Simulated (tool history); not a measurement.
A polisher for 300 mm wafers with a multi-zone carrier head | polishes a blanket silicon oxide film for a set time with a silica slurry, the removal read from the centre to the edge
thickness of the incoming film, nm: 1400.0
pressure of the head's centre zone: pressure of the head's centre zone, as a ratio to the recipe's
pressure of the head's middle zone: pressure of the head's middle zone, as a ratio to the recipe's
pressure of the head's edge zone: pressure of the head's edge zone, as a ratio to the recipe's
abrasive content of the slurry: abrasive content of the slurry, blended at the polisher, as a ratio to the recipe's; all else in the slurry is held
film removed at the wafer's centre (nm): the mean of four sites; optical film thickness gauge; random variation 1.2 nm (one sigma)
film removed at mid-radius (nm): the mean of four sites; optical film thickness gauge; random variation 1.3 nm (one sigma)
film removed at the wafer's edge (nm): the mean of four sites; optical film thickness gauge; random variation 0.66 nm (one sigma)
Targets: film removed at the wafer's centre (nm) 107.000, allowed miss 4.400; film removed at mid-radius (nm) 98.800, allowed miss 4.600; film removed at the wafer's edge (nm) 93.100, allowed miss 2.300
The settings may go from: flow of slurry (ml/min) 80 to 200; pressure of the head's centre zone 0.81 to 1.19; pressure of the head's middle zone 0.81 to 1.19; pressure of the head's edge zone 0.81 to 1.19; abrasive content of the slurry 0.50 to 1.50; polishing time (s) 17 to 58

| run | hour | flow of slurry (ml/min) | pressure of the head's centre zone | pressure of the head's middle zone | pressure of the head's edge zone | abrasive content of the slurry | polishing time (s) | film removed at the wafer's centre (nm) | film removed at mid-radius (nm) | film removed at the wafer's edge (nm) |
|---|---|---|---|---|---|---|---|---|---|---|
| 1 | 0.0 | 130 | 1.00 | 1.00 | 1.00 | 1.00 | 37 | 78.198 | 76.998 | 80.740 |
| 2 | 2.5 | 130 | 1.00 | 1.00 | 0.93 | 1.00 | 37 | 77.834 | 79.768 | 77.325 |
| 3 | 11.3 | 130 | 1.08 | 1.00 | 0.93 | 1.00 | 37 | 86.420 | 78.901 | 76.668 |
| 4 | 19.9 | 110 | 1.08 | 1.00 | 0.93 | 1.00 | 37 | 80.484 | 73.352 | 74.557 |
| 5 | 28.0 | 110 | 1.13 | 1.00 | 0.93 | 1.00 | 37 | 82.561 | 75.805 | 75.261 |
| 6 | 35.9 | 110 | 1.19 | 1.00 | 0.93 | 1.00 | 37 | 89.913 | 75.220 | 75.606 |
| 7 | 39.6 | 120 | 1.18 | 1.01 | 0.95 | 1.00 | 37 | 91.131 | 79.228 | 76.832 |
| 8 | 48.0 | 125 | 1.17 | 1.01 | 0.97 | 1.00 | 37 | 91.590 | 77.473 | 79.105 |
| 9 | 56.8 | 130 | 1.16 | 1.02 | 0.98 | 1.00 | 37 | 93.442 | 78.736 | 79.309 |
|  | 61.0 | slurry nozzle cleaned |
| 10 | 61.0 | 135 | 1.15 | 1.03 | 0.99 | 1.00 | 37 | 102.720 | 87.732 | 84.900 |
| 11 | 63.2 | 135 | 1.14 | 1.03 | 1.00 | 1.00 | 37 | 98.786 | 86.783 | 85.262 |
| 12 | 68.6 | 140 | 1.13 | 1.03 | 1.00 | 1.00 | 37 | 101.130 | 88.198 | 85.992 |
| 13 | 71.8 | 140 | 1.12 | 1.03 | 1.00 | 1.00 | 37 | 99.312 | 87.571 | 86.150 |
| 14 | 79.3 | 140 | 1.11 | 1.03 | 1.00 | 1.00 | 37 | 98.291 | 86.475 | 86.999 |
| 15 | 85.0 | 145 | 1.10 | 1.03 | 1.00 | 1.00 | 37 | 97.781 | 90.735 | 86.218 |
| 16 | 89.9 | 175 | 1.13 | 1.03 | 1.09 | 1.05 | 37 | 106.870 | 93.117 | 93.853 |
| 17 | 92.3 | 175 | 1.13 | 1.03 | 1.08 | 1.05 | 37 | 108.730 | 93.564 | 93.199 |

Which of these 4 next moves meets every target?
| A | 94.7 | 175 | 1.04 | 1.11 | 1.09 | 1.10 | 36 | ? | ? | ? |
| B | 94.7 | 175 | 1.04 | 1.09 | 1.05 | 1.10 | 37 | ? | ? | ? |
| C | 94.7 | 130 | 1.14 | 1.10 | 1.02 | 1.10 | 39 | ? | ? | ? |
| D | 94.7 | 170 | 1.12 | 1.04 | 1.05 | 1.15 | 34 | ? | ? | ? |

| move | film removed at the wafer's centre (nm) | film removed at mid-radius (nm) | film removed at the wafer's edge (nm) |
|---|---|---|---|
| A | 94.517 | 98.548 | 92.529 |
| B | 97.130 | 99.876 | 93.363 |
| C | 105.490 | 100.240 | 93.207 |
| D | 97.135 | 89.455 | 86.893 |
A: brings the result that was furthest off to its target, and leaves another outside
B: brings the result that was furthest off to its target, and leaves another outside
C: meets every target
D: further off than the last run
Answer: C
